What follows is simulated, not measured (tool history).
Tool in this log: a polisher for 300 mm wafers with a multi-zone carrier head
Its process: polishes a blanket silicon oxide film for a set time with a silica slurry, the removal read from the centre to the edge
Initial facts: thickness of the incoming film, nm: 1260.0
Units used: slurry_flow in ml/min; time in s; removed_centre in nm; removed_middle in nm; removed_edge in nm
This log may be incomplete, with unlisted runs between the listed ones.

run	hour	slurry_flow	centre_zone	middle_zone	edge_zone	slurry_solids	time	removed_centre	removed_middle	removed_edge
1	0	195	1	1	1	1	36	96.349	95.542	97.977
2	5.8	195	1	1	1	0.9	36	89.616	90.758	92.788
3	7.2	200	0.97	1.04	1.03	1.05	38	101.04	107.51	110.41
4	9.5	200	0.92	1.04	1.03	1.05	38	97.842	109.22	109.69
5	13.1	200	0.92	1.04	1.03	1.2	38	104.78	114.06	116.11
6	15.1	200	0.92	0.98	1.03	1.2	38	103.14	110.31	118.19
# hour 17.5: edge zone pressure recalibrated
7	17.5	215	0.9	1.03	1.04	1.25	39	109.86	121.58	118.93
8	19.7	205	0.88	1.06	1.05	1.3	41	113.09	130.15	126.61
9	26.4	205	0.86	1.07	1.07	1.35	43	119.08	138.71	135.06

Run 10 comes next. What will it give?
10	32.2	200	0.85	1.09	1.09	1.4	45	?	?	?

removed_centre: 125.81 nm
removed_middle: 151.74 nm
removed_edge: 142.32 nm

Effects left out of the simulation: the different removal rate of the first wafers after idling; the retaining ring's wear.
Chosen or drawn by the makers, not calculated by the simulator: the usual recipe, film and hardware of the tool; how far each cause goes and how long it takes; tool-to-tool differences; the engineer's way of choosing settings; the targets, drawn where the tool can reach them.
